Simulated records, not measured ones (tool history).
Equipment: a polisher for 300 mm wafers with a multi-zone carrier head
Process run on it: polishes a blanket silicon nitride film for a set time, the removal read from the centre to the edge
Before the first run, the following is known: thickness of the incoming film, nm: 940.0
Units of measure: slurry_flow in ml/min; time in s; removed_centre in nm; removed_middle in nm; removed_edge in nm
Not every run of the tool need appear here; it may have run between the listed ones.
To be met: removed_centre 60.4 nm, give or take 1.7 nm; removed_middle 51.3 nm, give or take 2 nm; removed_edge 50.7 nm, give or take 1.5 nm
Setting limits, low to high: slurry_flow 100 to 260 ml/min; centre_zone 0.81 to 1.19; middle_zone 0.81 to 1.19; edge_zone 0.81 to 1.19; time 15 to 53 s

run,hour,slurry_flow,centre_zone,middle_zone,edge_zone,time,removed_centre,removed_middle,removed_edge
1,0,165,1,1,1,34,32.532,31.96,32.402
2,8.2,165,1,1,0.95,34,32.556,32.457,31.689
3,10,165,1,0.93,0.95,34,33.061,29.744,31.336
4,11.6,175,1.03,0.95,0.97,36,35.883,32.58,34.146
5,15,175,1.03,0.95,0.97,33,33.025,30.168,31.062
6,21.8,185,1.06,0.96,0.97,35,36.482,31.738,33.559
7,28.2,195,1.08,0.99,0.96,37,40.31,35.893,35.432
8,35.9,205,1.1,1,0.98,39,43.551,37.8,37.843
9,39.7,210,1.11,1.01,1,40,44.647,39.76,39.338
# hour 45.1: slurry nozzle cleaned
10,45.1,215,1.12,1.01,1.01,41,49.112,42.138,42.034
11,46.8,220,1.13,1.02,1.03,41,49.229,43.37,42.807
12,54.4,225,1.14,1.02,1.04,42,52.255,43.417,44.111
13,58.6,230,1.15,1.04,1.06,42,52.453,44.599,44.713
14,59.9,235,1.16,1.05,1.07,42,52.813,45.84,44.944
15,62.5,240,1.16,1.05,1.08,42,52.859,46.056,44.981
16,68.7,240,1.16,1.05,1.09,43,54.791,46.518,46.009
17,75.4,240,1.16,1.05,1.1,43,53.754,47.218,46.294
18,81.2,245,1.18,1.05,1.11,45,58.684,48.609,49.144
19,88.3,250,1.18,1.06,1.12,45,58.674,49.321,49.88
20,93,250,1.18,1.06,1.12,45,57.854,48.813,49.344
21,99.2,250,1.18,1.06,1.12,45,58.347,49.308,49.246

Exactly one of the 5 candidate moves below puts every result within its allowed miss. Which one?
A,105.4,230,1.1,1.05,1.18,48,?,?,?
B,105.4,190,1.13,1.12,1.19,47,?,?,?
C,105.4,255,1.16,1.05,1.13,45,?,?,?
D,105.4,210,1.14,0.83,1.16,50,?,?,?
E,105.4,245,1.16,1.06,1.06,47,?,?,?

move,removed_centre,removed_middle,removed_edge
A,56.962,52.098,53.285
B,55.571,52.018,51.287
C,57.141,49.458,49.321
D,60.574,45.38,54.636
E,59.368,51.773,49.691
A: moves away from the targets compared with the last run
B: moves away from the targets compared with the last run
C: moves away from the targets compared with the last run
D: gets the furthest-off result to its target, but another result is out of tolerance
E: every result within its allowed miss
So the answer is move E, the one that meets all the targets.
